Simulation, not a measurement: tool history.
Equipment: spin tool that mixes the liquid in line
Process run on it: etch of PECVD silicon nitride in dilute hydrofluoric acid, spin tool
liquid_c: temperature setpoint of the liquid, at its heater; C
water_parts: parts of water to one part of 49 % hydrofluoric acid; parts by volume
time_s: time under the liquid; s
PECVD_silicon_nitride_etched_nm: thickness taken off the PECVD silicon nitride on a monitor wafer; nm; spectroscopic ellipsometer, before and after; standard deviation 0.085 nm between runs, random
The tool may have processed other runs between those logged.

run,hour,liquid_c,water_parts,time_s,PECVD_silicon_nitride_etched_nm
1,0.0,25.0,70,295,12.227
2,7.3,27.5,65,295,15.499
3,16.0,29.0,65,295,17.107
4,16.8,30.5,60,295,20.331
5,24.8,31.5,55,295,23.636
6,29.6,31.5,75,295,17.290
# hour 38.0: hydrofluoric acid flow meter replaced
7,38.0,33.0,45,295,34.052
8,44.7,32.0,45,295,32.111
9,48.0,31.5,45,295,30.767

Run 10 is up next; what results do you expect?
10,49.0,31.0,45,295,?

{"run 10": {"PECVD_silicon_nitride_etched_nm": 29.929}}

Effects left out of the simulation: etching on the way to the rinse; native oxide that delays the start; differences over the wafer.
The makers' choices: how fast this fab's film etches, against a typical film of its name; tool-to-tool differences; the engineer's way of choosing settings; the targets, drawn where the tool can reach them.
